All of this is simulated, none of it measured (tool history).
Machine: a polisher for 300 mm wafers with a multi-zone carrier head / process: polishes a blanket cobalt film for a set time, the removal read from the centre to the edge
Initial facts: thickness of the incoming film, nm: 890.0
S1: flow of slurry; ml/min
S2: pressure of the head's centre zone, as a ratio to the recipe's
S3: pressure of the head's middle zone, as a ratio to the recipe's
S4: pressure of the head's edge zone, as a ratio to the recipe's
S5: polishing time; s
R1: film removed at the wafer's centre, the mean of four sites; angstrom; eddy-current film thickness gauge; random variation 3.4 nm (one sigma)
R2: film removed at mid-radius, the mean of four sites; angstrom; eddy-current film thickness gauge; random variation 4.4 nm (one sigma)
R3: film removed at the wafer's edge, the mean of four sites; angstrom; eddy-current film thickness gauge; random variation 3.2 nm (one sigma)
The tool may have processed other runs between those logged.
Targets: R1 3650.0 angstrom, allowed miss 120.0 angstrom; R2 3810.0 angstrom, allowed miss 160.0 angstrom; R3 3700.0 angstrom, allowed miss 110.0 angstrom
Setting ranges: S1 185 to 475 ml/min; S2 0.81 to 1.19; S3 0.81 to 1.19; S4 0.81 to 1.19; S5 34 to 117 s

{"run": 1, "hour": 0.0, "S1": 305, "S2": 1.0, "S3": 1.0, "S4": 1.0, "S5": 75, "R1": 2700.0, "R2": 2695.0, "R3": 2690.0}
{"run": 2, "hour": 0.9, "S1": 305, "S2": 1.0, "S3": 0.94, "S4": 1.0, "S5": 75, "R1": 2673.3, "R2": 2564.2, "R3": 2774.0}
{"run": 3, "hour": 6.0, "S1": 310, "S2": 1.0, "S3": 0.98, "S4": 1.03, "S5": 82, "R1": 2922.6, "R2": 2939.9, "R3": 2976.7}
{"run": 4, "hour": 11.8, "S1": 315, "S2": 1.0, "S3": 0.98, "S4": 1.05, "S5": 88, "R1": 3181.3, "R2": 3137.6, "R3": 3267.7}
{"hour": 17.4, "done": "slurry nozzle cleaned"}
{"run": 5, "hour": 17.4, "S1": 315, "S2": 1.0, "S3": 0.98, "S4": 0.97, "S5": 88, "R1": 3275.2, "R2": 3228.3, "R3": 3288.3}
{"run": 6, "hour": 22.2, "S1": 315, "S2": 1.0, "S3": 0.98, "S4": 1.02, "S5": 88, "R1": 3291.6, "R2": 3198.1, "R3": 3338.0}
{"run": 7, "hour": 23.6, "S1": 330, "S2": 0.99, "S3": 1.0, "S4": 1.02, "S5": 90, "R1": 3302.5, "R2": 3419.6, "R3": 3374.4}
{"run": 8, "hour": 27.1, "S1": 350, "S2": 0.99, "S3": 1.0, "S4": 1.02, "S5": 92, "R1": 3469.0, "R2": 3483.9, "R3": 3463.9}
{"run": 9, "hour": 35.4, "S1": 355, "S2": 0.98, "S3": 1.0, "S4": 1.02, "S5": 94, "R1": 3516.1, "R2": 3512.5, "R3": 3561.2}
{"run": 10, "hour": 36.2, "S1": 355, "S2": 0.98, "S3": 1.0, "S4": 1.02, "S5": 94, "R1": 3462.4, "R2": 3596.5, "R3": 3567.7}
{"run": 11, "hour": 38.6, "S1": 355, "S2": 0.98, "S3": 1.01, "S4": 1.02, "S5": 95, "R1": 3507.4, "R2": 3615.0, "R3": 3558.2}

Below are 5 possible settings for the next run. Only one of them brings all results inside the allowed miss of their targets. Which is it?
{"run": "A", "hour": 41.0, "S1": 265, "S2": 0.94, "S3": 0.94, "S4": 1.03, "S5": 100, "R1": "?", "R2": "?", "R3": "?"}
{"run": "B", "hour": 41.0, "S1": 360, "S2": 0.98, "S3": 1.03, "S4": 1.04, "S5": 92, "R1": "?", "R2": "?", "R3": "?"}
{"run": "C", "hour": 41.0, "S1": 375, "S2": 0.98, "S3": 0.94, "S4": 1.04, "S5": 94, "R1": "?", "R2": "?", "R3": "?"}
{"run": "D", "hour": 41.0, "S1": 340, "S2": 0.91, "S3": 1.07, "S4": 1.07, "S5": 96, "R1": "?", "R2": "?", "R3": "?"}
{"run": "E", "hour": 41.0, "S1": 315, "S2": 0.98, "S3": 1.02, "S4": 0.97, "S5": 100, "R1": "?", "R2": "?", "R3": "?"}

move=A R1=3404.4 R2=3544.1 R3=3672.5
move=B R1=3360.3 R2=3627.8 R3=3474.8
move=C R1=3444.4 R2=3451.0 R3=3564.1
move=D R1=3281.7 R2=3888.1 R3=3660.9
move=E R1=3602.0 R2=3863.3 R3=3617.1
A: puts the biggest miss on target and leaves a different result outside tolerance
B: moves away from the targets compared with the last run
C: moves away from the targets compared with the last run
D: puts the biggest miss on target and leaves a different result outside tolerance
E: all results land within tolerance of their targets
Answer: E

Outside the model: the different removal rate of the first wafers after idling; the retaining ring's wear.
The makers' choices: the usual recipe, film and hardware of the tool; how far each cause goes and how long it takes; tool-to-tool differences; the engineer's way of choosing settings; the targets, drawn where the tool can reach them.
